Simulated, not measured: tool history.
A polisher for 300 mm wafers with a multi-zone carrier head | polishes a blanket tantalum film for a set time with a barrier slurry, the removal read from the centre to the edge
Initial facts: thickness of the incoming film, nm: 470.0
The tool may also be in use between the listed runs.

run,hour,flow of slurry (ml/min),pressure of the head's centre zone,pressure of the head's middle zone,pressure of the head's edge zone,abrasive content of the slurry,polishing time (s),film removed at the wafer's centre (angstrom),film removed at mid-radius (angstrom),film removed at the wafer's edge (angstrom)
1,0,315,1,1,1,1,86,698.15,722.67,703.86
2,7.5,315,1,1,1,0.85,86,652.31,660.58,679.58
3,10,315,0.95,1.03,0.96,0.75,85,575.37,625.31,610.01
4,16.3,315,0.95,1.03,0.9,0.75,85,567,635.9,593.74
5,18.6,315,0.95,1.03,0.9,0.9,85,629.04,673.33,643.36
6,19.3,315,0.95,0.96,0.9,0.9,85,609.69,646.28,647.89
7,22.9,300,0.91,1,0.91,0.8,85,562.48,635.08,618.84
8,28.6,285,0.88,1.02,0.92,0.75,85,528.18,612.58,591.77

For run 9, what comes out?
9,30.9,295,0.86,1.05,0.94,0.65,86,?,?,?

film removed at the wafer's centre (angstrom): 485.83
film removed at mid-radius (angstrom): 588.51
film removed at the wafer's edge (angstrom): 567.18
